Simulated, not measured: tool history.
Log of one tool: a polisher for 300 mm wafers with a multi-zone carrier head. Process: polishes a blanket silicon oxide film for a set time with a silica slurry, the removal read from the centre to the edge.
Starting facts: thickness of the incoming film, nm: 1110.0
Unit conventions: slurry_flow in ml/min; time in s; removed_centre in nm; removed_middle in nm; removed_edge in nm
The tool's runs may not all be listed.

run	day	slurry_flow	centre_zone	middle_zone	edge_zone	slurry_solids	time	removed_centre	removed_middle	removed_edge
1	0.000	260	1.00	1.00	1.00	1.00	53	221.31	224.04	216.49
2	0.179	260	1.00	1.00	1.00	1.00	61	252.95	252.31	253.92
3	0.325	280	1.05	1.01	1.01	1.15	61	297.51	277.28	273.99
4	0.538	320	1.05	1.01	1.01	1.15	61	299.01	280.01	274.45
5	0.754	320	1.08	1.02	1.04	1.25	61	318.63	296.09	297.48
6	1.067	320	1.08	1.02	1.00	1.25	61	324.91	297.70	288.21
7	1.388	320	1.11	1.02	1.01	1.30	61	336.51	304.11	294.26
8	1.638	330	1.13	1.01	1.02	1.35	61	348.20	311.16	297.93

What does the tool deliver on the next run?
9	1.712	340	1.15	0.99	1.03	1.40	62	?	?	?

{"run 9": {"removed_centre": 354.98, "removed_middle": 310.83, "removed_edge": 313.14}}
